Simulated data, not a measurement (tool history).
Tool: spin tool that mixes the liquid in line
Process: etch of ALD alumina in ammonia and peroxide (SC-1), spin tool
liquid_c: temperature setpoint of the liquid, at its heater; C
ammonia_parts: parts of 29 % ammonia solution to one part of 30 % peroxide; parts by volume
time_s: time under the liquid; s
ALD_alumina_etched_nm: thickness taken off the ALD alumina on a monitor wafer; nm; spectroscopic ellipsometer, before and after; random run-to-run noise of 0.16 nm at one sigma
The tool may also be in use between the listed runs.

{"run": 1, "hour": 0.0, "liquid_c": 57.0, "ammonia_parts": 0.65, "time_s": 265, "ALD_alumina_etched_nm": 25.644}
{"run": 2, "hour": 5.7, "liquid_c": 57.0, "ammonia_parts": 0.45, "time_s": 265, "ALD_alumina_etched_nm": 24.629}
{"run": 3, "hour": 8.5, "liquid_c": 54.5, "ammonia_parts": 0.45, "time_s": 265, "ALD_alumina_etched_nm": 21.784}
{"run": 4, "hour": 12.6, "liquid_c": 54.5, "ammonia_parts": 0.6, "time_s": 265, "ALD_alumina_etched_nm": 22.344}
{"run": 5, "hour": 16.9, "liquid_c": 53.0, "ammonia_parts": 0.6, "time_s": 265, "ALD_alumina_etched_nm": 20.122}
{"run": 6, "hour": 22.2, "liquid_c": 53.0, "ammonia_parts": 0.6, "time_s": 265, "ALD_alumina_etched_nm": 20.338}
{"run": 7, "hour": 27.7, "liquid_c": 52.0, "ammonia_parts": 0.6, "time_s": 265, "ALD_alumina_etched_nm": 19.0}

What does the tool deliver on the next run?
{"run": 8, "hour": 32.2, "liquid_c": 51.5, "ammonia_parts": 0.6, "time_s": 265, "ALD_alumina_etched_nm": "?"}

ALD_alumina_etched_nm: 18.722 nm
